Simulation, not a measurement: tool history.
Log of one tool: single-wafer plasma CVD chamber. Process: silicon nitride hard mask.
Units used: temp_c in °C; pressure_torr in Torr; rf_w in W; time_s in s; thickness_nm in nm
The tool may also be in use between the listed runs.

{"run": 1, "hour": 0.0, "temp_c": 410, "pressure_torr": 1.73, "rf_w": 290, "time_s": 36.7, "thickness_nm": 44.995}
{"run": 2, "hour": 4.2, "temp_c": 410, "pressure_torr": 1.67, "rf_w": 285, "time_s": 36.7, "thickness_nm": 43.963}
{"run": 3, "hour": 11.2, "temp_c": 410, "pressure_torr": 1.67, "rf_w": 260, "time_s": 36.7, "thickness_nm": 40.393}
{"run": 4, "hour": 14.2, "temp_c": 410, "pressure_torr": 1.64, "rf_w": 260, "time_s": 36.7, "thickness_nm": 40.477}
{"run": 5, "hour": 19.4, "temp_c": 410, "pressure_torr": 1.61, "rf_w": 260, "time_s": 36.7, "thickness_nm": 40.018}
{"run": 6, "hour": 21.1, "temp_c": 410, "pressure_torr": 1.61, "rf_w": 260, "time_s": 36.7, "thickness_nm": 39.878}

What will run 7 give?
{"run": 7, "hour": 27.7, "temp_c": 410, "pressure_torr": 1.59, "rf_w": 260, "time_s": 36.7, "thickness_nm": "?"}

thickness_nm: 39.748 nm
